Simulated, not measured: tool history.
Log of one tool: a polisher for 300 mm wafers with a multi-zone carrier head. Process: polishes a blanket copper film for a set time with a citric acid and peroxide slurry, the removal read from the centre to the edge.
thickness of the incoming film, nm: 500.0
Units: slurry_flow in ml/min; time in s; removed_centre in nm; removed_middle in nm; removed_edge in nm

run	hour	slurry_flow	centre_zone	middle_zone	edge_zone	slurry_solids	time	removed_centre	removed_middle	removed_edge
1	0.0	225	1.00	1.00	1.00	1.00	42	80.477	81.988	79.451
2	4.8	220	0.97	0.98	0.99	0.90	42	75.156	78.605	75.572
3	12.0	220	1.05	0.98	0.99	0.90	42	82.110	76.945	76.430
4	19.8	220	1.05	0.98	1.03	0.90	42	81.617	77.809	76.650
5	27.0	220	1.05	0.98	1.10	0.90	42	82.700	78.171	80.453
6	28.9	185	1.05	0.98	1.10	0.90	42	78.778	75.937	77.812
7	32.2	180	1.02	0.96	1.09	0.85	42	75.361	72.198	76.985
8	34.6	165	0.92	0.98	0.99	0.60	40	58.135	64.054	62.570
9	40.1	160	0.92	0.97	1.00	0.60	40	57.982	63.172	63.008
10	48.8	155	0.92	0.96	1.01	0.60	40	58.077	63.660	62.729

The next listed run, before its measurement:
11	52.9	155	0.91	0.95	1.03	0.60	40	?	?	?

{"run 11": {"removed_centre": 56.827, "removed_middle": 60.823, "removed_edge": 63.763}}
